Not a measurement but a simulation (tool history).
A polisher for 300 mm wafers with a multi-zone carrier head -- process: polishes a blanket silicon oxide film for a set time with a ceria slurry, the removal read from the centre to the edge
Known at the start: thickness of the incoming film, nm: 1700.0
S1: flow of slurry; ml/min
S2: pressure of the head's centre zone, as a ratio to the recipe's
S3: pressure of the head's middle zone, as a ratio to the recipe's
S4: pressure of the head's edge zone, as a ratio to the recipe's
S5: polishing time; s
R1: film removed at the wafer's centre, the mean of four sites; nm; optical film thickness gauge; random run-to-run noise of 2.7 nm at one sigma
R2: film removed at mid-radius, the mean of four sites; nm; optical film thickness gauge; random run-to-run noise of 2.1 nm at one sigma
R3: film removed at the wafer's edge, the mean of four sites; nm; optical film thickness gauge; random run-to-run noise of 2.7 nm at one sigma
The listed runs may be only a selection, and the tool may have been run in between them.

Run 1, day 0: S1 200 ml/min, S2 1, S3 1, S4 1, S5 41 s. Result: R1 151.71 nm, R2 160.95 nm, R3 154.7 nm.
Run 2, day 0.354: S1 175 ml/min, S2 1, S3 1, S4 1, S5 41 s. Result: R1 151.21 nm, R2 157.94 nm, R3 155.9 nm.
Run 3, day 0.671: S1 180 ml/min, S2 1, S3 1.02, S4 1, S5 42 s. Result: R1 156.76 nm, R2 166.63 nm, R3 160.53 nm.
Run 4, day 0.817: S1 180 ml/min, S2 0.94, S3 1.02, S4 1, S5 42 s. Result: R1 147.23 nm, R2 164.14 nm, R3 158 nm.
Run 5, day 0.929: S1 185 ml/min, S2 0.95, S3 1.04, S4 1, S5 43 s. Result: R1 153.44 nm, R2 172.42 nm, R3 165.5 nm.
Run 6, day 1.096: S1 190 ml/min, S2 0.95, S3 1.06, S4 0.99, S5 44 s. Result: R1 153.91 nm, R2 178.85 nm, R3 164.33 nm.
Run 7, day 1.162: S1 195 ml/min, S2 0.96, S3 1.07, S4 1, S5 45 s. Result: R1 167.32 nm, R2 184.36 nm, R3 172.21 nm.
Run 8, day 1.358: S1 195 ml/min, S2 0.95, S3 1.08, S4 0.99, S5 46 s. Result: R1 168.46 nm, R2 193.66 nm, R3 175.16 nm.
Run 9, day 1.638: S1 195 ml/min, S2 0.95, S3 1.09, S4 0.99, S5 46 s. Result: R1 165.35 nm, R2 193.34 nm, R3 174.7 nm.
Run 10, day 1.867: S1 200 ml/min, S2 0.95, S3 1.1, S4 0.99, S5 46 s. Result: R1 163.95 nm, R2 194.3 nm, R3 173.83 nm.
Run 11, day 2.067: S1 200 ml/min, S2 0.95, S3 1.11, S4 0.99, S5 47 s. Result: R1 166.79 nm, R2 198.8 nm, R3 182.38 nm.

Run 12 is up next; what results do you expect?
Run 12, day 2.146: S1 205 ml/min, S2 0.96, S3 1.12, S4 0.98, S5 47 s. Result: R1 ?, R2 ?, R3 ?.

R1: 170.24 nm
R2: 201.66 nm
R3: 174.98 nm
